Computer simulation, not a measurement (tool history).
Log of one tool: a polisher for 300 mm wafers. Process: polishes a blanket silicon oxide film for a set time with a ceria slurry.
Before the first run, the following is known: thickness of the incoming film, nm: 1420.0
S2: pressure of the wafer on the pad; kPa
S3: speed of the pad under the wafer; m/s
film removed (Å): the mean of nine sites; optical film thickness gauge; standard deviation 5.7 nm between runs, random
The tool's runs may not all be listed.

run 1 hour=0.0 | flow_of_slurry_(ml/min)=125 S2=19.3 S3=1.06 polishing_time_(s)=106 | film_removed_(Å)=3912.5
run 2 hour=7.2 | flow_of_slurry_(ml/min)=125 S2=19.3 S3=0.92 polishing_time_(s)=106 | film_removed_(Å)=3428.9
run 3 hour=9.8 | flow_of_slurry_(ml/min)=135 S2=22.8 S3=0.92 polishing_time_(s)=106 | film_removed_(Å)=4014.4
run 4 hour=18.2 | flow_of_slurry_(ml/min)=135 S2=24.1 S3=0.92 polishing_time_(s)=106 | film_removed_(Å)=4221.1
run 5 hour=22.9 | flow_of_slurry_(ml/min)=140 S2=26.2 S3=0.96 polishing_time_(s)=106 | film_removed_(Å)=4821.6
-- hour=28.4 head pressure recalibrated
run 6 hour=28.4 | flow_of_slurry_(ml/min)=145 S2=27.6 S3=0.98 polishing_time_(s)=106 | film_removed_(Å)=5783.6
run 7 hour=36.8 | flow_of_slurry_(ml/min)=155 S2=27.6 S3=0.98 polishing_time_(s)=106 | film_removed_(Å)=5828.8

For run 8, what comes out?
run 8 hour=38.2 | flow_of_slurry_(ml/min)=160 S2=27.6 S3=0.98 polishing_time_(s)=106 | film_removed_(Å)=?

film removed (Å): 5825.7
